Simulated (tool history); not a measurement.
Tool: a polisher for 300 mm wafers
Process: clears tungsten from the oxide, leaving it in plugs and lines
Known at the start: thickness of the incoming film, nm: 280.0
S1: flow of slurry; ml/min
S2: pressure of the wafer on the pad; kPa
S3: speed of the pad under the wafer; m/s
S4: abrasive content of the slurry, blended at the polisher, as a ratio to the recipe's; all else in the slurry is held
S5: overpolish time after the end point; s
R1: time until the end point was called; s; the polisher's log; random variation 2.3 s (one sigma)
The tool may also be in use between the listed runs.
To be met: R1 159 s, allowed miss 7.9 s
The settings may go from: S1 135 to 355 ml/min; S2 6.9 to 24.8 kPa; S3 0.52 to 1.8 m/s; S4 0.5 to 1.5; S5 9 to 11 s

{"run": 1, "hour": 0.0, "S1": 225, "S2": 15.9, "S3": 1.16, "S4": 1, "S5": 11, "R1": 68.499}
{"run": 2, "hour": 7.6, "S1": 225, "S2": 19.3, "S3": 1.16, "S4": 1, "S5": 11, "R1": 56.726}
{"run": 3, "hour": 12.8, "S1": 255, "S2": 19.3, "S3": 1.16, "S4": 1, "S5": 11, "R1": 56.462}
{"run": 4, "hour": 19.6, "S1": 255, "S2": 19.3, "S3": 1.3, "S4": 1, "S5": 11, "R1": 47.943}
{"run": 5, "hour": 27.5, "S1": 255, "S2": 17.2, "S3": 1.22, "S4": 1, "S5": 11, "R1": 57.694}
{"run": 6, "hour": 31.7, "S1": 255, "S2": 17.2, "S3": 1.42, "S4": 1, "S5": 11, "R1": 50.215}
{"run": 7, "hour": 38.5, "S1": 250, "S2": 15.9, "S3": 1.32, "S4": 1, "S5": 11, "R1": 58.917}
{"run": 8, "hour": 42.6, "S1": 245, "S2": 14.5, "S3": 1.24, "S4": 1, "S5": 11, "R1": 69.383}
{"run": 9, "hour": 44.3, "S1": 245, "S2": 13.1, "S3": 1.18, "S4": 1, "S5": 11, "R1": 80.208}
{"run": 10, "hour": 50.1, "S1": 245, "S2": 12.4, "S3": 1.14, "S4": 1, "S5": 11, "R1": 87.031}
{"run": 11, "hour": 58.0, "S1": 245, "S2": 11.7, "S3": 1.1, "S4": 1, "S5": 11, "R1": 95.724}
{"run": 12, "hour": 64.1, "S1": 245, "S2": 11, "S3": 1.06, "S4": 1, "S5": 11, "R1": 102.52}
{"run": 13, "hour": 68.1, "S1": 240, "S2": 6.9, "S3": 0.8, "S4": 0.95, "S5": 11, "R1": 211.75}
{"run": 14, "hour": 72.0, "S1": 240, "S2": 7.6, "S3": 0.8, "S4": 0.95, "S5": 11, "R1": 198.5}
{"run": 15, "hour": 75.3, "S1": 240, "S2": 8.3, "S3": 0.8, "S4": 0.95, "S5": 11, "R1": 186.31}

5 next moves are on the table. One of them brings every result within its allowed miss. Which?
{"run": "A", "hour": 78.6, "S1": 270, "S2": 10.3, "S3": 0.72, "S4": 1, "S5": 11, "R1": "?"}
{"run": "B", "hour": 78.6, "S1": 295, "S2": 11, "S3": 0.56, "S4": 1.25, "S5": 11, "R1": "?"}
{"run": "C", "hour": 78.6, "S1": 215, "S2": 9, "S3": 0.78, "S4": 0.9, "S5": 9, "R1": "?"}
{"run": "D", "hour": 78.6, "S1": 230, "S2": 7.6, "S3": 0.92, "S4": 0.9, "S5": 11, "R1": "?"}
{"run": "E", "hour": 78.6, "S1": 300, "S2": 9.7, "S3": 0.84, "S4": 1.05, "S5": 11, "R1": "?"}

move=A R1=160.55
move=B R1=175.95
move=C R1=181.35
move=D R1=179.86
move=E R1=144.07
A: meets every target
B: nearer than the last run, and not there yet
C: nearer than the last run, and not there yet
D: nearer than the last run, and not there yet
E: takes the result that was furthest off past its target
Answer: A

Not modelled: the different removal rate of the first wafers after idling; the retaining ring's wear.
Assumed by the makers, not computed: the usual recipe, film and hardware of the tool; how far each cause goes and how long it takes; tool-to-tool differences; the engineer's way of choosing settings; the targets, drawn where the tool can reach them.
